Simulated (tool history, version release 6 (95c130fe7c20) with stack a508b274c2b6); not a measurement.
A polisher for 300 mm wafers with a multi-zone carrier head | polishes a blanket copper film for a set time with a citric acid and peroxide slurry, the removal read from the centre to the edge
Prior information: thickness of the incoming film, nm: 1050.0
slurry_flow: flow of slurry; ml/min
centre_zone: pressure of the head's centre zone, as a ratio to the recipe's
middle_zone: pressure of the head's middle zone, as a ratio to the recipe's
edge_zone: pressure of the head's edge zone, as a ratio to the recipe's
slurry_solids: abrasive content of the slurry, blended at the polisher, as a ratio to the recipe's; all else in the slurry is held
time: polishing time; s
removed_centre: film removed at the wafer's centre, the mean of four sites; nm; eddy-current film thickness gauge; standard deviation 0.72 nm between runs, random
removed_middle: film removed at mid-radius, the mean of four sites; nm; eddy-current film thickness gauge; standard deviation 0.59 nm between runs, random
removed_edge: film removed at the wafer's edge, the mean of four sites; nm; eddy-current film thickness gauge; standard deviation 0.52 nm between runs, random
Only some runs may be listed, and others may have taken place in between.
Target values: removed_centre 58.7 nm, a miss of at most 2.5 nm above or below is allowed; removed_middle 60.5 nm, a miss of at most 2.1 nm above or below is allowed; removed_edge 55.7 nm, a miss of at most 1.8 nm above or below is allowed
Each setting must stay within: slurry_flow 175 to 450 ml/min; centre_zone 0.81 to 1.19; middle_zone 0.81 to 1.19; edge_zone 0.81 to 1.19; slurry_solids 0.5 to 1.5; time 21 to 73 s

Run 1, hour 0: slurry_flow 290 ml/min, centre_zone 1, middle_zone 1, edge_zone 1, slurry_solids 1, time 47 s. Result: removed_centre 96.932 nm, removed_middle 99.177 nm, removed_edge 97.399 nm.
Run 2, hour 2.4: slurry_flow 220 ml/min, centre_zone 1, middle_zone 1, edge_zone 1, slurry_solids 1, time 47 s. Result: removed_centre 92.922 nm, removed_middle 93.679 nm, removed_edge 97.143 nm.
Run 3, hour 7.5: slurry_flow 175 ml/min, centre_zone 1, middle_zone 1, edge_zone 1, slurry_solids 1, time 47 s. Result: removed_centre 90.606 nm, removed_middle 89.304 nm, removed_edge 92.012 nm.
Run 4, hour 13: slurry_flow 175 ml/min, centre_zone 1, middle_zone 1, edge_zone 1, slurry_solids 0.85, time 47 s. Result: removed_centre 86.417 nm, removed_middle 89.362 nm, removed_edge 90.942 nm.
Run 5, hour 19.1: slurry_flow 175 ml/min, centre_zone 1, middle_zone 1, edge_zone 1, slurry_solids 0.85, time 52 s. Result: removed_centre 96.145 nm, removed_middle 99.543 nm, removed_edge 101.25 nm.
Run 6, hour 21.2: slurry_flow 175 ml/min, centre_zone 1, middle_zone 1, edge_zone 1.08, slurry_solids 0.85, time 52 s. Result: removed_centre 95.779 nm, removed_middle 98.881 nm, removed_edge 102.88 nm.
Run 7, hour 23.7: slurry_flow 180 ml/min, centre_zone 1.01, middle_zone 1.01, edge_zone 1.07, slurry_solids 0.8, time 49 s. Result: removed_centre 91.946 nm, removed_middle 92.521 nm, removed_edge 95.794 nm.
Run 8, hour 25.6: slurry_flow 185 ml/min, centre_zone 1.01, middle_zone 1.02, edge_zone 1.06, slurry_solids 0.75, time 46 s. Result: removed_centre 83.843 nm, removed_middle 86.478 nm, removed_edge 89.767 nm.
Run 9, hour 28.3: slurry_flow 190 ml/min, centre_zone 1.02, middle_zone 1.04, edge_zone 1.04, slurry_solids 0.7, time 44 s. Result: removed_centre 81.897 nm, removed_middle 85.352 nm, removed_edge 85.05 nm.
Run 10, hour 34.4: slurry_flow 195 ml/min, centre_zone 1.03, middle_zone 1.04, edge_zone 1.03, slurry_solids 0.7, time 42 s. Result: removed_centre 79.242 nm, removed_middle 80.222 nm, removed_edge 80.033 nm.
Run 11, hour 41.8: slurry_flow 200 ml/min, centre_zone 1.03, middle_zone 1.05, edge_zone 1.02, slurry_solids 0.7, time 40 s. Result: removed_centre 76.552 nm, removed_middle 78.186 nm, removed_edge 76.544 nm.
Run 12, hour 48.8: slurry_flow 205 ml/min, centre_zone 1.03, middle_zone 1.05, edge_zone 1.01, slurry_solids 0.7, time 39 s. Result: removed_centre 74.947 nm, removed_middle 76.481 nm, removed_edge 74.675 nm.
Run 13, hour 49.9: slurry_flow 210 ml/min, centre_zone 1.03, middle_zone 1.05, edge_zone 1, slurry_solids 0.7, time 38 s. Result: removed_centre 72.89 nm, removed_middle 74.591 nm, removed_edge 72.628 nm.
Run 14, hour 55.7: slurry_flow 215 ml/min, centre_zone 1.03, middle_zone 1.05, edge_zone 0.99, slurry_solids 0.7, time 37 s. Result: removed_centre 70.818 nm, removed_middle 73.186 nm, removed_edge 70.902 nm.
Run 15, hour 64: slurry_flow 220 ml/min, centre_zone 1.03, middle_zone 1.05, edge_zone 0.98, slurry_solids 0.7, time 36 s. Result: removed_centre 70.577 nm, removed_middle 71.839 nm, removed_edge 67.879 nm.
Run 16, hour 71.9: slurry_flow 220 ml/min, centre_zone 1.02, middle_zone 1.04, edge_zone 0.97, slurry_solids 0.7, time 36 s. Result: removed_centre 68.901 nm, removed_middle 72.305 nm, removed_edge 67.002 nm.
Run 17, hour 76.1: slurry_flow 225 ml/min, centre_zone 1, middle_zone 0.94, edge_zone 0.87, slurry_solids 0.5, time 32 s. Result: removed_centre 56.668 nm, removed_middle 55.397 nm, removed_edge 55.073 nm.
Run 18, hour 79.2: slurry_flow 230 ml/min, centre_zone 1, middle_zone 0.95, edge_zone 0.87, slurry_solids 0.5, time 32 s. Result: removed_centre 56.675 nm, removed_middle 55.822 nm, removed_edge 55.906 nm.
Run 19, hour 83.8: slurry_flow 235 ml/min, centre_zone 1, middle_zone 0.96, edge_zone 0.87, slurry_solids 0.5, time 32 s. Result: removed_centre 57.799 nm, removed_middle 57.398 nm, removed_edge 55.18 nm.
Run 20, hour 88.1: slurry_flow 240 ml/min, centre_zone 1, middle_zone 0.96, edge_zone 0.87, slurry_solids 0.5, time 32 s. Result: removed_centre 58.645 nm, removed_middle 56.965 nm, removed_edge 55.28 nm.
Run 21, hour 93.5: slurry_flow 240 ml/min, centre_zone 1, middle_zone 0.97, edge_zone 0.87, slurry_solids 0.5, time 32 s. Result: removed_centre 58.319 nm, removed_middle 57.395 nm, removed_edge 55.682 nm.

Below are 4 possible settings for the next run. Only one of them brings all results inside the allowed miss of their targets. Which is it?
Run A, hour 98.9: slurry_flow 360 ml/min, centre_zone 0.97, middle_zone 0.97, edge_zone 0.81, slurry_solids 0.55, time 32 s. Result: removed_centre ?, removed_middle ?, removed_edge ?.
Run B, hour 98.9: slurry_flow 245 ml/min, centre_zone 1, middle_zone 0.84, edge_zone 0.82, slurry_solids 0.5, time 32 s. Result: removed_centre ?, removed_middle ?, removed_edge ?.
Run C, hour 98.9: slurry_flow 330 ml/min, centre_zone 0.95, middle_zone 0.9, edge_zone 0.91, slurry_solids 0.5, time 31 s. Result: removed_centre ?, removed_middle ?, removed_edge ?.
Run D, hour 98.9: slurry_flow 250 ml/min, centre_zone 1.06, middle_zone 0.89, edge_zone 0.83, slurry_solids 0.5, time 33 s. Result: removed_centre ?, removed_middle ?, removed_edge ?.

move  removed_centre  removed_middle  removed_edge
   A          60.164          60.833        55.424
   B           58.43          51.113        53.387
   C          55.829          54.222        55.563
   D          64.113          55.413        55.424
A: each result inside its tolerance
B: its largest miss is bigger than the last run's
C: its largest miss is bigger than the last run's
D: its largest miss is bigger than the last run's
Go with A: it meets all targets.
